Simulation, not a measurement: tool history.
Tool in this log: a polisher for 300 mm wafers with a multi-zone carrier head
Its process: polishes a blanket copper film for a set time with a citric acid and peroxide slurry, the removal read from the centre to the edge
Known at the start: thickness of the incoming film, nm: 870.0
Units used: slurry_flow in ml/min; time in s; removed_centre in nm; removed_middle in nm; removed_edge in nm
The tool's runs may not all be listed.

run,day,slurry_flow,centre_zone,middle_zone,edge_zone,slurry_solids,time,removed_centre,removed_middle,removed_edge
1,0,135,1,1,1,1,49,129.78,125.97,123.73
2,0.154,120,0.96,0.95,0.97,0.85,42,98.16,96.355,96.27
3,0.412,120,1,0.95,0.97,0.85,42,102.76,96.73,96.419
4,0.517,120,1,0.99,0.97,0.85,42,100.96,100.69,94.84
# day 0.742: edge zone pressure recalibrated
5,0.742,120,1,0.99,0.97,0.65,42,92.417,90.884,92.674
6,0.958,120,1,0.99,0.97,0.85,42,101.81,98.302,100.08
7,1.242,105,0.98,0.96,0.98,0.75,38,83.458,82.474,85.352

Run 8, settings as shown, results not yet in. Your forecast:
8,1.583,100,0.96,0.92,0.96,0.65,36,?,?,?

removed_centre: 72.26 nm
removed_middle: 71.218 nm
removed_edge: 75.941 nm
